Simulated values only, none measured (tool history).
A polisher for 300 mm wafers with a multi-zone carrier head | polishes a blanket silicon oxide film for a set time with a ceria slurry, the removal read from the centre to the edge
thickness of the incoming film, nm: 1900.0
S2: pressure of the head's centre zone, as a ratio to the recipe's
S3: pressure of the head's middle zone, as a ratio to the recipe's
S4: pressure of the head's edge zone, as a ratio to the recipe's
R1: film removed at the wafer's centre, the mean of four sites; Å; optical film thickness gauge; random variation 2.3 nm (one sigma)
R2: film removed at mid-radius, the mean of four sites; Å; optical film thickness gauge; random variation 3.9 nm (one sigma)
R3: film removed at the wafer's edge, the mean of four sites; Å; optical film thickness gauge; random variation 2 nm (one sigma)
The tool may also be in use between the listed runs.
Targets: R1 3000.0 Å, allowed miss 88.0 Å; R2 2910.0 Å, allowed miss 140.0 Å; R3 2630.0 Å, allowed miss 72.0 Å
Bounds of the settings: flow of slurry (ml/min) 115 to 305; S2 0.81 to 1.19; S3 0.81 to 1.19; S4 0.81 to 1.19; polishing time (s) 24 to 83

{"run": 1, "hour": 0.0, "flow of slurry (ml/min)": 195, "S2": 1.0, "S3": 1.0, "S4": 1.0, "polishing time (s)": 53, "R1": 2535.8, "R2": 2458.5, "R3": 2546.8}
{"run": 2, "hour": 1.2, "flow of slurry (ml/min)": 205, "S2": 1.01, "S3": 1.02, "S4": 1.0, "polishing time (s)": 53, "R1": 2617.7, "R2": 2603.1, "R3": 2552.2}
{"run": 3, "hour": 4.3, "flow of slurry (ml/min)": 215, "S2": 1.02, "S3": 1.02, "S4": 1.0, "polishing time (s)": 53, "R1": 2651.1, "R2": 2559.5, "R3": 2524.5}
{"run": 4, "hour": 8.3, "flow of slurry (ml/min)": 220, "S2": 1.03, "S3": 1.03, "S4": 1.01, "polishing time (s)": 53, "R1": 2729.1, "R2": 2656.9, "R3": 2584.3}
{"run": 5, "hour": 9.5, "flow of slurry (ml/min)": 220, "S2": 1.03, "S3": 1.07, "S4": 1.01, "polishing time (s)": 53, "R1": 2663.1, "R2": 2708.5, "R3": 2583.8}
{"run": 6, "hour": 12.7, "flow of slurry (ml/min)": 220, "S2": 1.03, "S3": 1.12, "S4": 1.01, "polishing time (s)": 53, "R1": 2673.3, "R2": 2820.3, "R3": 2568.2}
{"run": 7, "hour": 19.5, "flow of slurry (ml/min)": 230, "S2": 1.04, "S3": 1.12, "S4": 1.01, "polishing time (s)": 53, "R1": 2713.4, "R2": 2800.7, "R3": 2526.6}
{"run": 8, "hour": 28.3, "flow of slurry (ml/min)": 235, "S2": 1.05, "S3": 1.12, "S4": 1.02, "polishing time (s)": 53, "R1": 2755.7, "R2": 2786.3, "R3": 2634.3}
{"run": 9, "hour": 29.3, "flow of slurry (ml/min)": 240, "S2": 1.06, "S3": 1.13, "S4": 1.01, "polishing time (s)": 53, "R1": 2777.1, "R2": 2869.2, "R3": 2612.6}
{"run": 10, "hour": 35.0, "flow of slurry (ml/min)": 245, "S2": 1.07, "S3": 1.13, "S4": 1.0, "polishing time (s)": 53, "R1": 2856.5, "R2": 2785.7, "R3": 2606.0}
{"run": 11, "hour": 42.6, "flow of slurry (ml/min)": 250, "S2": 1.07, "S3": 1.14, "S4": 1.0, "polishing time (s)": 53, "R1": 2839.2, "R2": 2788.2, "R3": 2565.5}

4 next moves are on the table. One of them brings every result within its allowed miss. Which?
{"run": "A", "hour": 50.2, "flow of slurry (ml/min)": 305, "S2": 1.19, "S3": 1.02, "S4": 0.86, "polishing time (s)": 53, "R1": "?", "R2": "?", "R3": "?"}
{"run": "B", "hour": 50.2, "flow of slurry (ml/min)": 225, "S2": 1.09, "S3": 1.18, "S4": 0.92, "polishing time (s)": 53, "R1": "?", "R2": "?", "R3": "?"}
{"run": "C", "hour": 50.2, "flow of slurry (ml/min)": 240, "S2": 1.09, "S3": 1.11, "S4": 0.96, "polishing time (s)": 55, "R1": "?", "R2": "?", "R3": "?"}
{"run": "D", "hour": 50.2, "flow of slurry (ml/min)": 250, "S2": 1.05, "S3": 1.16, "S4": 1.04, "polishing time (s)": 53, "R1": "?", "R2": "?", "R3": "?"}

move=A R1=3207.2 R2=2681.1 R3=2431.6
move=B R1=2848.1 R2=2954.1 R3=2449.8
move=C R1=2975.3 R2=2926.7 R3=2608.3
move=D R1=2774.3 R2=2941.0 R3=2618.4
A: takes the result that was furthest off past its target
B: further off than the last run
C: meets every target
D: further off than the last run
Move C is the one to make.
